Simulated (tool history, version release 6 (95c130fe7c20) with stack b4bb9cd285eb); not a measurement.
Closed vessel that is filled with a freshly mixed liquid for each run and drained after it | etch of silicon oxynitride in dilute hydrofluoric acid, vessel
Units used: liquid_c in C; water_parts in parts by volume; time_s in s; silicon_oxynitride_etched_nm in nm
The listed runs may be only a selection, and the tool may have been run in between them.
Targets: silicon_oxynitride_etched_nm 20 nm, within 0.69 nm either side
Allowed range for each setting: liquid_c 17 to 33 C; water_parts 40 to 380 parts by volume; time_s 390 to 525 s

| run | hour | liquid_c | water_parts | time_s | silicon_oxynitride_etched_nm |
|---|---|---|---|---|---|
| 1 | 0 | 25 | 210 | 525 | 8.5384 |
| 2 | 3.2 | 26.5 | 190 | 525 | 10.351 |
| 3 | 5.9 | 27.5 | 175 | 525 | 11.777 |
| 4 | 14.6 | 27.5 | 175 | 525 | 11.682 |
| 5 | 15.9 | 27.5 | 175 | 525 | 11.708 |
| 6 | 25.1 | 28.5 | 165 | 525 | 13.15 |
| 7 | 28.1 | 29.5 | 160 | 525 | 14.079 |
| 8 | 35.5 | 30 | 155 | 525 | 15.305 |
| 9 | 37.5 | 30.5 | 150 | 525 | 16.133 |
| 10 | 42.8 | 31 | 145 | 525 | 17.096 |
| 11 | 45 | 31.5 | 145 | 525 | 17.513 |
| 12 | 54.5 | 32 | 145 | 525 | 18.043 |
| 13 | 59.9 | 33 | 130 | 525 | 21.245 |

Pick the move, out of 5, that brings all results within their allowed miss; only one does.
| A | 65.3 | 32 | 95 | 390 | ? |
| B | 65.3 | 31 | 125 | 525 | ? |
| C | 65.3 | 33 | 125 | 525 | ? |
| D | 65.3 | 31 | 120 | 525 | ? |
| E | 65.3 | 33 | 120 | 525 | ? |

| move | silicon_oxynitride_etched_nm |
|---|---|
| A | 21.301 |
| B | 20.206 |
| C | 22.03 |
| D | 21.156 |
| E | 23.073 |
A: just as far off the targets as the last run
B: hits every target within its allowed miss
C: further off than the last run
D: better than the last run, though not everything is in spec
E: further off than the last run
The right move is B.
